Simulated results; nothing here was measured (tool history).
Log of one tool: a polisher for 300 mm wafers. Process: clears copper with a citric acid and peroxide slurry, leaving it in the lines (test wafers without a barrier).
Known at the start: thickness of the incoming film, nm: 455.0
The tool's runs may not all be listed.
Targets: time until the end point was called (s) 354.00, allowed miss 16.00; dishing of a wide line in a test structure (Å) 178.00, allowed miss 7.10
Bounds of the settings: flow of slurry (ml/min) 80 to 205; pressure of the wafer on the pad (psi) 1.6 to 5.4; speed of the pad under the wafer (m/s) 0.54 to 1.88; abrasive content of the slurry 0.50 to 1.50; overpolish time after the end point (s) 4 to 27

run,hour,flow of slurry (ml/min),pressure of the wafer on the pad (psi),speed of the pad under the wafer (m/s),abrasive content of the slurry,overpolish time after the end point (s),time until the end point was called (s),dishing of a wide line in a test structure (Å)
1,0.0,135,3.5,1.20,1.00,14,163.97,272.98
2,2.4,135,3.5,1.32,1.00,14,145.02,298.56
3,4.3,135,3.5,1.32,1.00,10,146.36,224.76
4,12.0,130,3.1,1.24,1.00,12,175.86,222.59
5,14.3,130,3.1,1.24,1.10,12,175.11,227.11
6,19.6,130,2.8,1.18,1.10,13,202.62,209.56
7,23.6,130,2.8,1.18,1.10,13,198.41,213.67
8,29.0,130,2.6,1.12,1.10,14,227.97,201.44
9,33.7,130,2.4,1.08,1.10,15,251.32,192.89

5 next moves are on the table. One of them brings every result within its allowed miss. Which?
A,38.4,155,3.1,1.24,1.20,11,?,?
B,38.4,80,1.6,1.08,1.15,21,?,?
C,38.4,125,1.9,0.88,1.00,23,?,?
D,38.4,90,2.5,0.76,1.15,19,?,?
E,38.4,115,2.4,0.76,1.25,21,?,?

move,time until the end point was called (s),dishing of a wide line in a test structure (Å)
A,165.86,214.91
B,387.95,175.07
C,389.60,190.72
D,350.41,177.39
E,347.86,195.94
A: further off than the last run
B: takes the result that was furthest off past its target
C: takes the result that was furthest off past its target
D: meets every target
E: brings the result that was furthest off to its target, and leaves another outside
Move D is the one to make.

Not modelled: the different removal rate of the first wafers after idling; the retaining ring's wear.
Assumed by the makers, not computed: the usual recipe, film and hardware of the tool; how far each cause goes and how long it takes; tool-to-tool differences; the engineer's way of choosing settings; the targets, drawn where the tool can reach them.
